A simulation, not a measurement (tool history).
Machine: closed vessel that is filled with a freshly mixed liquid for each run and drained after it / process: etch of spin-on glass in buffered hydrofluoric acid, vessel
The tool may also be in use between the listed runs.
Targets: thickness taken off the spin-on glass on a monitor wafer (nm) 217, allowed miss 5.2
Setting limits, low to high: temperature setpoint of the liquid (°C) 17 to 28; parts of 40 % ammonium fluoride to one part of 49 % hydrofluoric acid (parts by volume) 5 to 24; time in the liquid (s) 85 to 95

| run | hour | temperature setpoint of the liquid (°C) | parts of 40 % ammonium fluoride to one part of 49 % hydrofluoric acid (parts by volume) | time in the liquid (s) | thickness taken off the spin-on glass on a monitor wafer (nm) |
|---|---|---|---|---|---|
| 1 | 0 | 20 | 14.5 | 85 | 147.91 |
| 2 | 6.7 | 20 | 14.5 | 85 | 149.25 |
| 3 | 14.9 | 18 | 14.5 | 85 | 131.81 |
| 4 | 20.3 | 21 | 14.5 | 85 | 155.79 |
| 5 | 24.1 | 22.5 | 14.5 | 85 | 170.28 |
| 6 | 33.2 | 20 | 14.5 | 85 | 148.5 |
| 7 | 34.7 | 21.5 | 14.5 | 85 | 162.28 |
| 8 | 42.4 | 22.5 | 14.5 | 85 | 170.91 |
| 9 | 48.7 | 23.5 | 14.5 | 85 | 179.76 |
| 10 | 55.9 | 24.5 | 14.5 | 85 | 191.24 |
| 11 | 61.3 | 25 | 14.5 | 85 | 197.42 |
| 12 | 65.5 | 25.5 | 14.5 | 85 | 201.77 |

5 candidate next runs follow, results not yet known. Just one meets every target within its allowed miss. Identify it.
| A | 69.7 | 27 | 14 | 85 | ? |
| B | 69.7 | 25.5 | 13.5 | 90 | ? |
| C | 69.7 | 25 | 13 | 85 | ? |
| D | 69.7 | 24 | 11.5 | 85 | ? |
| E | 69.7 | 24.5 | 13 | 90 | ? |

| move | thickness taken off the spin-on glass on a monitor wafer (nm) |
|---|---|
| A | 224.7 |
| B | 227.44 |
| C | 216.94 |
| D | 231.62 |
| E | 223.54 |
A: moves the result that the last run missed by most past its target, out the other side
B: moves the result that the last run missed by most past its target, out the other side
C: meets every target
D: moves the result that the last run missed by most past its target, out the other side
E: moves the result that the last run missed by most past its target, out the other side
Answer: C
